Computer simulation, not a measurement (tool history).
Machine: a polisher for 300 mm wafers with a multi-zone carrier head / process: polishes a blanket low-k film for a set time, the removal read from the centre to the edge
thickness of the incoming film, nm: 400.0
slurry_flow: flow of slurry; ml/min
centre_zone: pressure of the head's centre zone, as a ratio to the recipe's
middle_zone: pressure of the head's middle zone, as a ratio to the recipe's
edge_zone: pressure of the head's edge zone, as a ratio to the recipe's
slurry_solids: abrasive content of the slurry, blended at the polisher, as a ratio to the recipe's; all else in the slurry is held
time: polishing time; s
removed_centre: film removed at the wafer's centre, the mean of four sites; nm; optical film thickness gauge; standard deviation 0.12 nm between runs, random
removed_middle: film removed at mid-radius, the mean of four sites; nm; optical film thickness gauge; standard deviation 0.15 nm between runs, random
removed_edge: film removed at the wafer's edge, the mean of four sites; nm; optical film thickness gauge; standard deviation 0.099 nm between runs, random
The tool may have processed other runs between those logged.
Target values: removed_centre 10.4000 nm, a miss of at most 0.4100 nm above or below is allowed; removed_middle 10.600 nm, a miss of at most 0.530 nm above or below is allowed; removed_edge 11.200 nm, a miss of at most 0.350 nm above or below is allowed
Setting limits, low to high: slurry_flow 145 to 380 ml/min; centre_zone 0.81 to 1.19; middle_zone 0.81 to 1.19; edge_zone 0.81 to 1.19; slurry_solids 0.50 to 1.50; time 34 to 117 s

run	hour	slurry_flow	centre_zone	middle_zone	edge_zone	slurry_solids	time	removed_centre	removed_middle	removed_edge
1	0.0	245	1.00	1.00	1.00	1.00	75	17.2090	17.572	17.235
2	4.9	245	1.00	1.05	1.00	1.00	75	17.1240	17.847	17.031
3	11.5	240	0.99	1.02	1.00	0.90	72	15.3770	15.530	15.729
4	18.9	240	0.97	1.03	0.97	0.80	71	13.8330	14.149	14.544
5	27.0	240	0.97	1.03	0.97	1.00	71	15.7880	16.189	16.060
6	35.3	215	0.97	1.03	0.97	1.00	71	15.5420	16.090	15.957
7	39.1	220	0.97	1.04	0.95	0.90	70	14.4310	14.901	14.685
8	44.5	215	0.96	1.04	0.93	0.80	70	13.2760	13.574	13.719
9	53.1	215	0.96	1.04	0.93	0.80	70	13.7190	14.291	13.510
10	59.3	215	0.94	1.01	0.92	0.75	70	12.3170	12.995	12.834
11	65.8	215	0.93	0.91	0.82	0.65	68	10.8830	11.088	10.880
12	72.5	210	0.92	0.90	0.83	0.65	68	10.8260	10.806	10.915

Which single option among these 4 for the next run brings every result within its allowed miss of target? Just one does.
A	79.2	225	0.93	0.95	0.81	0.70	67	?	?	?
B	79.2	195	1.00	0.83	0.87	0.80	59	?	?	?
C	79.2	200	0.89	0.88	0.89	0.65	68	?	?	?
D	79.2	240	0.83	1.01	0.90	0.55	74	?	?	?

move	removed_centre	removed_middle	removed_edge
A	11.5590	11.577	11.253
B	11.6130	10.023	10.957
C	10.4530	10.489	11.181
D	9.6605	11.251	11.012
A: lands further from the targets than the last run did
B: lands further from the targets than the last run did
C: all results in spec
D: carries the result that was furthest off beyond its target, to the other side
So the answer is move C, the one that meets all the targets.
